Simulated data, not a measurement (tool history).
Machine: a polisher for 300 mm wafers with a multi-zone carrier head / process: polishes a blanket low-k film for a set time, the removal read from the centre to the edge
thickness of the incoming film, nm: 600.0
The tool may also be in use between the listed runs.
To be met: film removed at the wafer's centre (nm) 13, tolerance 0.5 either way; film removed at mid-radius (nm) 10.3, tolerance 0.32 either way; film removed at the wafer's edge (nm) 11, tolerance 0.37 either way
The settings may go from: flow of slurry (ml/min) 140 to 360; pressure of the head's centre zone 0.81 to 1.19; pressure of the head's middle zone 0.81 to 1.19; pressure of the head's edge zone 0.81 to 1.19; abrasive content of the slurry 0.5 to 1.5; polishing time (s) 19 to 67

run	day	flow of slurry (ml/min)	pressure of the head's centre zone	pressure of the head's middle zone	pressure of the head's edge zone	abrasive content of the slurry	polishing time (s)	film removed at the wafer's centre (nm)	film removed at mid-radius (nm)	film removed at the wafer's edge (nm)
1	0	230	1	1	1	1	43	22.921	23.19	23.136
2	0.371	230	1.01	0.98	0.98	0.95	40	20.913	20.524	20.838
3	0.525	230	1.01	0.98	0.98	0.95	50	26.217	25.987	25.97
4	0.871	230	1.01	0.98	0.98	0.8	50	23.849	23.991	23.929
5	1.012	230	1.04	0.98	0.98	0.8	50	24.549	23.517	23.962
6	1.225	230	1.04	0.98	1.03	0.8	50	25.156	23.564	24.11
7	1.283	230	1.06	0.98	1.02	0.75	46	22.939	20.657	21.549
8	1.475	230	1.07	0.98	1	0.7	43	20.503	18.721	19.069
9	1.779	225	1.08	0.96	0.98	0.65	41	18.641	16.807	16.928
10	1.938	220	1.09	0.94	0.97	0.65	40	18.007	16.038	16.662
11	2.096	275	1.19	0.89	0.89	0.5	28	12.105	9.396	9.8305
12	2.338	275	1.19	0.89	0.9	0.5	28	12.237	9.3649	9.9736
13	2.5	275	1.19	0.9	0.91	0.5	28	12.04	9.3772	9.9354
14	2.604	275	1.19	0.9	0.92	0.5	28	12.194	9.3175	10.029
15	2.921	275	1.19	0.91	0.93	0.5	28	12.134	9.3628	9.9154
16	3.183	305	1.18	0.93	1.02	0.65	28	14.558	11.379	12.24
17	3.362	305	1.18	0.92	1	0.65	28	14.452	11.351	12.119
18	3.408	295	1.18	0.91	0.99	0.65	28	14.058	11.148	12.146
19	3.717	295	1.18	0.91	0.98	0.65	28	14.442	11.262	12.369
20	3.8	295	1.18	0.91	0.96	0.65	28	14.335	11.329	11.764
21	3.971	285	1.18	0.9	0.95	0.65	28	14.504	11.245	11.934
22	4.071	285	1.18	0.9	0.94	0.65	28	14.299	11.299	11.784
23	4.192	285	1.18	0.89	0.94	0.65	28	14.597	10.943	11.977
24	4.333	285	1.17	0.89	0.93	0.65	28	14.066	11.083	12.15
25	4.629	285	1.17	0.89	0.92	0.65	28	14.236	11.103	11.878
26	4.825	280	1.17	0.89	0.91	0.65	28	14.355	10.991	11.795

Pick the move, out of 5, that brings all results within their allowed miss; only one does.
A	5.021	300	0.98	0.89	0.97	0.8	26	?	?	?
B	5.021	305	1.08	0.91	0.98	0.6	29	?	?	?
C	5.021	265	1.14	0.93	0.9	0.65	28	?	?	?
D	5.021	275	1.09	0.83	0.95	0.55	32	?	?	?
E	5.021	215	1.16	0.9	0.92	0.9	22	?	?	?

move	film removed at the wafer's centre (nm)	film removed at mid-radius (nm)	film removed at the wafer's edge (nm)
A	12.538	11.717	12.553
B	13.061	11.265	11.879
C	13.8	11.488	11.675
D	13.611	10.796	12.223
E	12.908	10.299	10.877
A: meets the target for the result that was furthest off, but another lies outside its allowed miss
B: meets the target for the result that was furthest off, but another lies outside its allowed miss
C: lands further from the targets than the last run did
D: lands further from the targets than the last run did
E: all results in spec
So the answer is move E, the one that meets all the targets.
